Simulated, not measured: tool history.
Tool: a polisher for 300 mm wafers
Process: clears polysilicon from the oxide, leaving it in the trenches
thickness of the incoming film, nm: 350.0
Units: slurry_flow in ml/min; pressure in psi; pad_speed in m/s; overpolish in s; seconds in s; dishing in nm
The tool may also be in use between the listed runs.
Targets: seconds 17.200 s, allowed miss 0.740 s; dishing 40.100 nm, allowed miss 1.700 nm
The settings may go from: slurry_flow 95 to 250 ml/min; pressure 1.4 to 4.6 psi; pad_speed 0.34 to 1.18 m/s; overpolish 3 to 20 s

run,hour,slurry_flow,pressure,pad_speed,overpolish,seconds,dishing
1,0.0,160,3.0,0.76,10,29.241,38.889
2,8.6,160,3.0,0.76,8,28.562,37.360
3,13.6,160,3.0,0.76,7,28.473,35.964
4,18.4,165,3.5,0.76,8,24.541,38.078
5,24.4,165,3.0,0.76,8,28.026,37.486
6,32.6,165,2.6,0.76,8,32.853,36.077
7,41.5,165,3.2,0.78,8,25.730,37.294
8,48.1,170,3.6,0.78,8,23.293,38.216
9,54.8,170,3.9,0.78,8,21.434,37.981
10,56.7,170,4.1,0.78,9,19.896,39.759
# hour 57.3: slurry nozzle cleaned
11,57.3,170,4.2,0.78,9,19.151,39.145

5 next moves are on the table. One of them brings every result within its allowed miss. Which?
A,57.9,190,3.9,0.74,7,?,?
B,57.9,175,4.4,0.74,6,?,?
C,57.9,180,4.5,0.68,9,?,?
D,57.9,160,4.6,0.82,10,?,?
E,57.9,165,4.2,0.80,9,?,?

move,seconds,dishing
A,21.367,37.919
B,19.232,37.615
C,19.981,39.249
D,17.252,39.692
E,19.127,39.357
A: further off than the last run
B: as far off as the last run
C: further off than the last run
D: meets every target
E: as far off as the last run
Answer: D
